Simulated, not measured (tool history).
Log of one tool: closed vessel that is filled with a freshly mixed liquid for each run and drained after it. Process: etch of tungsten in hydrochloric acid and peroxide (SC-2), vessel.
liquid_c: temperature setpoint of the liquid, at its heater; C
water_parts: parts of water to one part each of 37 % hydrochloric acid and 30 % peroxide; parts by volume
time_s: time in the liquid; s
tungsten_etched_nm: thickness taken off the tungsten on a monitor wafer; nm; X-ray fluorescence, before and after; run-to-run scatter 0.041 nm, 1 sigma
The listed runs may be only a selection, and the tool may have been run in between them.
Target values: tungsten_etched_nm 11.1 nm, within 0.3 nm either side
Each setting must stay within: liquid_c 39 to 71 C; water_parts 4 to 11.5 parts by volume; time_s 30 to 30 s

run    day  liquid_c  water_parts  time_s  tungsten_etched_nm
  1      0        55          6.5      30              7.0106
  2  0.283        55          5.5      30              7.9686
  3  0.388        55          4.5      30              9.1885
  4  0.583        55          4.5      30              9.1371
  5  0.879        55          4.5      30              9.2105
  6  1.254      48.5          4.5      30              5.9532
  7  1.538      50.5          4.5      30              6.8981
  8  1.771        52          4.5      30              7.4851
  9  1.925      59.5          4.5      30              12.273
 10  2.046        59          4.5      30               11.83
 11  2.275      58.5          4.5      30              11.414

Below are 4 possible settings for the next run. Only one of them brings all results inside the allowed miss of their targets. Which is it?
  A  2.504        62            6      30                   ?
  B  2.504      55.5            4      30                   ?
  C  2.504        58            4      30                   ?
  D  2.504        59            5      30                   ?

move  tungsten_etched_nm
   A               11.57
   B              10.244
   C               12.02
   D              10.967
A: misses by more than the last run did
B: takes the result that was furthest off past its target
C: misses by more than the last run did
D: every result within its allowed miss
The right move is D.
